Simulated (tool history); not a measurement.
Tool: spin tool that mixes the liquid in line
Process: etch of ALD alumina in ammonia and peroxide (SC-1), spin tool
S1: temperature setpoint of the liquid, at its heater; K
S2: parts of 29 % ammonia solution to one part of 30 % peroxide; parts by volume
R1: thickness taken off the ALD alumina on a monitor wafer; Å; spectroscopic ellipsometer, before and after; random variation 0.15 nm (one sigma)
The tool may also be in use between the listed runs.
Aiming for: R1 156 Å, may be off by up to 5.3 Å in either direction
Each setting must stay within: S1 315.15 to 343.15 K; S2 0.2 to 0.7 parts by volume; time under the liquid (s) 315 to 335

run 1 hour=0 | S1=331.15 S2=0.4 time_under_the_liquid_(s)=315 | R1=255.78
run 2 hour=5 | S1=331.15 S2=0.4 time_under_the_liquid_(s)=335 | R1=273.36
run 3 hour=6.7 | S1=331.15 S2=0.4 time_under_the_liquid_(s)=315 | R1=253.75
run 4 hour=15 | S1=331.15 S2=0.4 time_under_the_liquid_(s)=335 | R1=267
run 5 hour=20.6 | S1=328.65 S2=0.4 time_under_the_liquid_(s)=335 | R1=237.76
run 6 hour=22.6 | S1=326.65 S2=0.4 time_under_the_liquid_(s)=335 | R1=213.27
run 7 hour=26.1 | S1=325.15 S2=0.4 time_under_the_liquid_(s)=335 | R1=197.45
run 8 hour=29.6 | S1=324.15 S2=0.4 time_under_the_liquid_(s)=335 | R1=188.07
run 9 hour=38.5 | S1=323.15 S2=0.4 time_under_the_liquid_(s)=335 | R1=175.43
run 10 hour=44.4 | S1=322.65 S2=0.4 time_under_the_liquid_(s)=335 | R1=169.99
run 11 hour=51.7 | S1=322.15 S2=0.4 time_under_the_liquid_(s)=335 | R1=169.86
run 12 hour=58.9 | S1=321.65 S2=0.4 time_under_the_liquid_(s)=335 | R1=160.88

Next run, 4 choices. One meets every target within its allowed miss, the rest don't. Which?
run A hour=66.1 | S1=323.15 S2=0.35 time_under_the_liquid_(s)=325 | R1=?
run B hour=66.1 | S1=323.15 S2=0.45 time_under_the_liquid_(s)=315 | R1=?
run C hour=66.1 | S1=323.15 S2=0.4 time_under_the_liquid_(s)=320 | R1=?
run D hour=66.1 | S1=321.15 S2=0.3 time_under_the_liquid_(s)=335 | R1=?

move=A R1=168.63
move=B R1=167.4
move=C R1=168.16
move=D R1=153.31
A: further off than the last run
B: further off than the last run
C: further off than the last run
D: in spec on every target
Answer: D
